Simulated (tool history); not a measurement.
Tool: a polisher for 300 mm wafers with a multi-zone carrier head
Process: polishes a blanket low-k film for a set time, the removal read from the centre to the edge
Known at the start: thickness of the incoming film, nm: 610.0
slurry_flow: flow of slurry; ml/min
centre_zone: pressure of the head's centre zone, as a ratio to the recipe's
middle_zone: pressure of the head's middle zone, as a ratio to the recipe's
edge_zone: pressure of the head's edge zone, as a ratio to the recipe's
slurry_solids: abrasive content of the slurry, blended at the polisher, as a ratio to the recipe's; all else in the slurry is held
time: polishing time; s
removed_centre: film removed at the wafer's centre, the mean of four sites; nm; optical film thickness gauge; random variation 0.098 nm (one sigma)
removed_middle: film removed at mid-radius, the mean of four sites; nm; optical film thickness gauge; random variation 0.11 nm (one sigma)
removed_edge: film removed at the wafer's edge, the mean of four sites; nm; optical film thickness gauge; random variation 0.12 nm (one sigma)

| run | hour | slurry_flow | centre_zone | middle_zone | edge_zone | slurry_solids | time | removed_centre | removed_middle | removed_edge |
|---|---|---|---|---|---|---|---|---|---|---|
| 1 | 0.0 | 130 | 1.00 | 1.00 | 1.00 | 1.00 | 69 | 15.4570 | 15.8880 | 15.5780 |
| 2 | 3.2 | 130 | 1.00 | 1.00 | 0.95 | 1.00 | 69 | 15.4590 | 16.2870 | 15.4420 |
| 3 | 6.6 | 125 | 1.00 | 0.96 | 0.97 | 0.85 | 63 | 13.3260 | 12.7330 | 13.1170 |
| 4 | 10.4 | 120 | 0.98 | 0.94 | 0.96 | 0.75 | 59 | 11.6390 | 11.4020 | 11.5440 |
| 5 | 15.7 | 120 | 0.98 | 0.94 | 0.96 | 0.75 | 46 | 9.1197 | 8.9313 | 9.0687 |
| 6 | 18.4 | 120 | 1.06 | 0.94 | 0.96 | 0.75 | 46 | 9.6278 | 8.7336 | 9.2462 |
| 7 | 19.0 | 115 | 1.05 | 0.93 | 0.98 | 0.75 | 46 | 9.4498 | 8.3996 | 9.3829 |
| 8 | 19.8 | 110 | 1.04 | 0.92 | 0.98 | 0.75 | 46 | 9.3520 | 8.5517 | 9.0920 |
|  | 27.9 | worn pad replaced by a new one |
| 9 | 27.9 | 105 | 1.03 | 0.90 | 1.01 | 0.70 | 46 | 9.9750 | 8.9458 | 10.1260 |
| 10 | 31.9 | 100 | 1.01 | 0.88 | 1.00 | 0.65 | 45 | 9.1975 | 8.3722 | 9.4502 |
| 11 | 35.5 | 100 | 1.01 | 0.87 | 0.99 | 0.60 | 45 | 8.9928 | 7.9458 | 9.2360 |
| 12 | 36.4 | 100 | 1.00 | 0.87 | 0.98 | 0.60 | 45 | 8.7766 | 8.1509 | 9.3236 |

Forecast run 13:
| 13 | 39.5 | 100 | 1.01 | 0.87 | 0.97 | 0.60 | 45 | ? | ? | ? |

Run 13 gave removed_centre 8.9235 nm, removed_middle 7.9722 nm, removed_edge 9.0266 nm.
